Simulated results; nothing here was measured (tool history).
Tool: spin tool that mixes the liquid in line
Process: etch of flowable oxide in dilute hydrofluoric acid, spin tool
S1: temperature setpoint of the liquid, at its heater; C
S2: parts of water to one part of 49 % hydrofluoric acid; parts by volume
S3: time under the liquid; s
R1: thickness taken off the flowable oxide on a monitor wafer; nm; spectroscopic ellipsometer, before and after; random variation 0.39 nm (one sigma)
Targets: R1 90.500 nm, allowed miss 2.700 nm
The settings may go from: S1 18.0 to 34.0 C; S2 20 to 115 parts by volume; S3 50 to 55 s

Run 1, hour 0.0: S1 26.0 C, S2 65 parts by volume, S3 50 s. Result: R1 52.098 nm.
Run 2, hour 0.8: S1 26.0 C, S2 65 parts by volume, S3 55 s. Result: R1 57.309 nm.
Run 3, hour 1.9: S1 27.5 C, S2 65 parts by volume, S3 55 s. Result: R1 60.469 nm.
Run 4, hour 8.1: S1 27.5 C, S2 65 parts by volume, S3 50 s. Result: R1 54.900 nm.
Run 5, hour 14.0: S1 27.5 C, S2 75 parts by volume, S3 50 s. Result: R1 46.874 nm.
Run 6, hour 17.0: S1 29.0 C, S2 65 parts by volume, S3 50 s. Result: R1 58.586 nm.
Run 7, hour 17.6: S1 30.5 C, S2 60 parts by volume, S3 50 s. Result: R1 68.083 nm.
Run 8, hour 18.2: S1 31.5 C, S2 60 parts by volume, S3 50 s. Result: R1 70.031 nm.
Run 9, hour 19.6: S1 32.0 C, S2 55 parts by volume, S3 50 s. Result: R1 79.100 nm.
Run 10, hour 28.4: S1 32.5 C, S2 55 parts by volume, S3 50 s. Result: R1 80.293 nm.
Run 11, hour 33.1: S1 33.0 C, S2 55 parts by volume, S3 50 s. Result: R1 81.525 nm.
Run 12, hour 41.5: S1 33.5 C, S2 55 parts by volume, S3 50 s. Result: R1 83.733 nm.
Run 13, hour 46.7: S1 33.5 C, S2 55 parts by volume, S3 50 s. Result: R1 84.047 nm.
Run 14, hour 54.5: S1 34.0 C, S2 55 parts by volume, S3 50 s. Result: R1 85.048 nm.
Run 15, hour 62.9: S1 34.0 C, S2 50 parts by volume, S3 50 s. Result: R1 94.827 nm.

Which of these 5 next moves meets every target?
Run A, hour 71.3: S1 30.0 C, S2 45 parts by volume, S3 55 s. Result: R1 ?.
Run B, hour 71.3: S1 33.0 C, S2 50 parts by volume, S3 50 s. Result: R1 ?.
Run C, hour 71.3: S1 33.0 C, S2 45 parts by volume, S3 50 s. Result: R1 ?.
Run D, hour 71.3: S1 33.5 C, S2 50 parts by volume, S3 55 s. Result: R1 ?.
Run E, hour 71.3: S1 34.0 C, S2 45 parts by volume, S3 50 s. Result: R1 ?.

move       R1
   A   99.743
   B   90.970
   C  101.920
   D  102.000
   E  105.910
A: further off than the last run
B: meets every target
C: further off than the last run
D: further off than the last run
E: further off than the last run
Answer: B
